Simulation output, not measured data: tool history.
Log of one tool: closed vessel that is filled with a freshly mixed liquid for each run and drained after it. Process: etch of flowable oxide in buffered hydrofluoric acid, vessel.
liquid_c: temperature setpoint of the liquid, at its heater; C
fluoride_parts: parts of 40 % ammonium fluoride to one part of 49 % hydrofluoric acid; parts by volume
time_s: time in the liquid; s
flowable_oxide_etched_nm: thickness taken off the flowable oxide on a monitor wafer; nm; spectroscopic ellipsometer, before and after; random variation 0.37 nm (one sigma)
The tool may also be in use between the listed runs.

run,day,liquid_c,fluoride_parts,time_s,flowable_oxide_etched_nm
1,0,22,23,30,33.205
2,0.367,22,23,30,33.502
3,0.438,24.5,21.5,30,39.801
4,0.704,26.5,20.5,30,45.897
5,1.079,28.5,20.5,30,51.246
6,1.162,28.5,15.5,30,67.5
7,1.404,27.5,15.5,30,63.223
8,1.758,27,15.5,30,61.962

Forecast run 9:
9,1.95,27,15.5,30,?

flowable_oxide_etched_nm: 62.34 nm

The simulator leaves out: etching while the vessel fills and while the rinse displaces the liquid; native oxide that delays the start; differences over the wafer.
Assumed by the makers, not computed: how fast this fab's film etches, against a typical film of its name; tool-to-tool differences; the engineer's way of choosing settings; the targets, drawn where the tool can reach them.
